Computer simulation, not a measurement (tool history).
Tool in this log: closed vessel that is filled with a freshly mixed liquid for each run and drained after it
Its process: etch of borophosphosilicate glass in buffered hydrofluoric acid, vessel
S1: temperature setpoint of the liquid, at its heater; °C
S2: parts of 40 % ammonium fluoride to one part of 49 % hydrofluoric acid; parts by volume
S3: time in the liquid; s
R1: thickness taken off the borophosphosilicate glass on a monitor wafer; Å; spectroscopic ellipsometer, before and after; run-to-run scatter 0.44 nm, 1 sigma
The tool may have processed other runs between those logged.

Run 1, hour 0.0: S1 22.0 °C, S2 22.0 parts by volume, S3 85 s. Result: R1 662.71 Å.
Run 2, hour 2.5: S1 21.5 °C, S2 22.0 parts by volume, S3 85 s. Result: R1 640.23 Å.
Run 3, hour 5.8: S1 21.5 °C, S2 19.5 parts by volume, S3 85 s. Result: R1 686.19 Å.
Run 4, hour 13.5: S1 21.0 °C, S2 20.0 parts by volume, S3 85 s. Result: R1 670.53 Å.
Run 5, hour 16.9: S1 21.0 °C, S2 20.0 parts by volume, S3 85 s. Result: R1 662.66 Å.
Run 6, hour 19.8: S1 17.5 °C, S2 20.0 parts by volume, S3 85 s. Result: R1 554.23 Å.

Expected results for the next run?
Run 7, hour 28.8: S1 17.5 °C, S2 20.5 parts by volume, S3 85 s. Result: R1 ?.

R1: 542.33 Å
